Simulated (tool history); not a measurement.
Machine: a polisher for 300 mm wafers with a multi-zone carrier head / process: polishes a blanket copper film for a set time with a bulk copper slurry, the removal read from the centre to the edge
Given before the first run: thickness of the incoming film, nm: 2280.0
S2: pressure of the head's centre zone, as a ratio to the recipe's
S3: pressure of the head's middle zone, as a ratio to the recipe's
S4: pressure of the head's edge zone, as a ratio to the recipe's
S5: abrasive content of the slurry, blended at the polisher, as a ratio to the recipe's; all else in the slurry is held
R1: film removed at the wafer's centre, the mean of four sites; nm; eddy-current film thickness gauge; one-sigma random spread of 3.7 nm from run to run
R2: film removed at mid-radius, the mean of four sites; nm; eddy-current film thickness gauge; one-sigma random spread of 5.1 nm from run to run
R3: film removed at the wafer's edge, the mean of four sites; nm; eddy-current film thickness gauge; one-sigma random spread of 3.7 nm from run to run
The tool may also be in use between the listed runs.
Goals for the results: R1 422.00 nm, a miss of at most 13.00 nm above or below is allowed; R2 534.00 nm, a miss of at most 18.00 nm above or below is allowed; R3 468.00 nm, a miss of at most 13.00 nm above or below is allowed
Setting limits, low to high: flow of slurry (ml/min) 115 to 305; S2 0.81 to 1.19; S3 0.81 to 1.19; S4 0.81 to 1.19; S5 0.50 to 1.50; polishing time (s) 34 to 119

run 1 day=0.000 | flow_of_slurry_(ml/min)=195 S2=1.00 S3=1.00 S4=1.00 S5=1.00 polishing_time_(s)=76 | R1=584.04 R2=588.66 R3=577.27
run 2 day=0.296 | flow_of_slurry_(ml/min)=195 S2=1.00 S3=1.00 S4=1.00 S5=1.00 polishing_time_(s)=60 | R1=470.63 R2=470.01 R3=463.73
run 3 day=0.500 | flow_of_slurry_(ml/min)=195 S2=0.98 S3=1.03 S4=1.00 S5=1.00 polishing_time_(s)=60 | R1=454.20 R2=476.97 R3=459.42
run 4 day=0.612 | flow_of_slurry_(ml/min)=195 S2=0.97 S3=1.06 S4=1.01 S5=1.00 polishing_time_(s)=60 | R1=453.88 R2=489.92 R3=460.08
run 5 day=0.708 | flow_of_slurry_(ml/min)=195 S2=0.97 S3=1.06 S4=1.01 S5=0.90 polishing_time_(s)=60 | R1=443.60 R2=481.43 R3=449.66
run 6 day=0.854 | flow_of_slurry_(ml/min)=195 S2=0.97 S3=1.11 S4=1.01 S5=0.90 polishing_time_(s)=60 | R1=437.71 R2=493.24 R3=452.95
run 7 day=0.946 | flow_of_slurry_(ml/min)=200 S2=0.96 S3=1.13 S4=1.02 S5=0.90 polishing_time_(s)=60 | R1=431.48 R2=508.64 R3=454.84
run 8 day=1.267 | flow_of_slurry_(ml/min)=200 S2=0.96 S3=1.13 S4=1.02 S5=0.90 polishing_time_(s)=60 | R1=436.45 R2=502.25 R3=456.94
run 9 day=1.396 | flow_of_slurry_(ml/min)=200 S2=0.95 S3=1.14 S4=1.02 S5=0.90 polishing_time_(s)=60 | R1=425.79 R2=510.18 R3=451.15

4 candidate next runs follow, results not yet known. Just one meets every target within its allowed miss. Identify it.
run A day=1.525 | flow_of_slurry_(ml/min)=180 S2=0.89 S3=1.19 S4=0.87 S5=0.90 polishing_time_(s)=63 | R1=? R2=? R3=?
run B day=1.525 | flow_of_slurry_(ml/min)=200 S2=0.91 S3=1.17 S4=1.04 S5=0.90 polishing_time_(s)=61 | R1=? R2=? R3=?
run C day=1.525 | flow_of_slurry_(ml/min)=210 S2=0.94 S3=1.04 S4=1.12 S5=0.75 polishing_time_(s)=62 | R1=? R2=? R3=?
run D day=1.525 | flow_of_slurry_(ml/min)=225 S2=0.98 S3=1.05 S4=1.19 S5=0.65 polishing_time_(s)=63 | R1=? R2=? R3=?

move=A R1=414.48 R2=552.56 R3=435.29
move=B R1=418.61 R2=536.54 R3=464.66
move=C R1=426.96 R2=479.04 R3=475.95
move=D R1=444.86 R2=481.73 R3=488.79
A: pushes the last run's worst result past its target
B: every result within its allowed miss
C: its largest miss is bigger than the last run's
D: its largest miss is bigger than the last run's
So the answer is move B, the one that meets all the targets.
